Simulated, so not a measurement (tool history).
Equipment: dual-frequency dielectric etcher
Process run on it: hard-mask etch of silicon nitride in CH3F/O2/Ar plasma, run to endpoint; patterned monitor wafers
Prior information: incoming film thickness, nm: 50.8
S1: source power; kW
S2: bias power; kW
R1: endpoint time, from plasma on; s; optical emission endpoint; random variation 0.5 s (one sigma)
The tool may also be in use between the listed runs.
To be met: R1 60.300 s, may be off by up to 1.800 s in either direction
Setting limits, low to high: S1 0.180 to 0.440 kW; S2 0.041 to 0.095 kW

run  hour     S1     S2      R1
  1   0.0  0.310  0.068  80.938
  2   0.8  0.310  0.078  76.943
  3   4.8  0.310  0.072  77.959
  4  13.2  0.340  0.076  73.530
  5  14.4  0.360  0.078  69.586
  6  19.6  0.360  0.090  65.880
  7  24.0  0.370  0.091  64.229
  8  26.8  0.380  0.091  63.640
  9  29.0  0.390  0.091  64.143

Next run, 5 choices. One meets every target within its allowed miss, the rest don't. Which?
  A  31.2  0.400  0.095   ?
  B  31.2  0.360  0.086   ?
  C  31.2  0.380  0.084   ?
  D  31.2  0.370  0.074   ?
  E  31.2  0.340  0.082   ?

move      R1
   A  61.044
   B  67.227
   C  65.881
   D  70.267
   E  70.750
A: hits every target within its allowed miss
B: the biggest miss grows against the last run
C: the biggest miss grows against the last run
D: the biggest miss grows against the last run
E: the biggest miss grows against the last run
A meets every target.

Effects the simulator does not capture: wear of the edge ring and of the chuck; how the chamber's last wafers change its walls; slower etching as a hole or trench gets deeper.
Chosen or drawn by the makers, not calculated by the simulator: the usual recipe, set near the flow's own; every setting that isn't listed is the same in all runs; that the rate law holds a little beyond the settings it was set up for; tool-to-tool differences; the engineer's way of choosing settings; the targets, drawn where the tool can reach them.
